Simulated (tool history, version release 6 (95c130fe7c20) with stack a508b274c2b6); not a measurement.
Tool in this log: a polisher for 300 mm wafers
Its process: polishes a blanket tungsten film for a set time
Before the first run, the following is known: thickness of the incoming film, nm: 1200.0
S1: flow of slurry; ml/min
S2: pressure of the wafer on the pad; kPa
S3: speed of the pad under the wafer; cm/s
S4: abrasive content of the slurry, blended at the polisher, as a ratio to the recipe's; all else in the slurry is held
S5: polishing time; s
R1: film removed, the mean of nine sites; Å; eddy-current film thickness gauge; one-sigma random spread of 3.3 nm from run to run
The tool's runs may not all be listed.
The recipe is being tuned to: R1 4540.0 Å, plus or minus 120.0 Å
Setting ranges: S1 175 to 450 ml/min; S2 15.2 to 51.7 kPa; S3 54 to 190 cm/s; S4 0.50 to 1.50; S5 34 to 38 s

| run | hour | S1 | S2 | S3 | S4 | S5 | R1 |
|---|---|---|---|---|---|---|---|
| 1 | 0.0 | 290 | 33.1 | 122 | 1.00 | 38 | 2537.4 |
| 2 | 0.9 | 290 | 39.3 | 122 | 1.00 | 38 | 2983.4 |
| 3 | 9.6 | 290 | 42.1 | 124 | 1.00 | 38 | 3288.2 |
| 4 | 11.6 | 225 | 42.1 | 124 | 1.00 | 38 | 3143.2 |
| 5 | 17.1 | 225 | 42.1 | 124 | 0.85 | 38 | 3091.9 |
| 6 | 21.5 | 245 | 44.1 | 126 | 0.85 | 38 | 3296.3 |
| 7 | 22.3 | 255 | 45.5 | 128 | 0.85 | 38 | 3474.3 |
| 8 | 28.0 | 260 | 46.9 | 130 | 0.85 | 38 | 3658.0 |
| 9 | 33.3 | 265 | 47.6 | 132 | 0.85 | 38 | 3755.1 |
| 10 | 37.3 | 265 | 48.3 | 134 | 0.85 | 38 | 3855.9 |
| 11 | 44.5 | 265 | 49.0 | 136 | 0.85 | 38 | 3922.6 |
| 12 | 46.7 | 265 | 49.6 | 138 | 0.85 | 38 | 4008.4 |
| 13 | 53.4 | 270 | 50.3 | 140 | 0.85 | 38 | 4154.8 |

Which of these 5 next moves meets every target?
| A | 60.1 | 195 | 48.3 | 164 | 1.00 | 37 | ? |
| B | 60.1 | 290 | 47.6 | 136 | 0.90 | 38 | ? |
| C | 60.1 | 265 | 43.4 | 158 | 1.05 | 34 | ? |
| D | 60.1 | 260 | 44.8 | 168 | 0.95 | 34 | ? |
| E | 60.1 | 265 | 48.3 | 150 | 0.75 | 34 | ? |

| move | R1 |
|---|---|
| A | 4519.5 |
| B | 3923.3 |
| C | 3789.7 |
| D | 4063.6 |
| E | 3758.3 |
A: all results in spec
B: lands further from the targets than the last run did
C: lands further from the targets than the last run did
D: lands further from the targets than the last run did
E: lands further from the targets than the last run did
Move A is the one to make.

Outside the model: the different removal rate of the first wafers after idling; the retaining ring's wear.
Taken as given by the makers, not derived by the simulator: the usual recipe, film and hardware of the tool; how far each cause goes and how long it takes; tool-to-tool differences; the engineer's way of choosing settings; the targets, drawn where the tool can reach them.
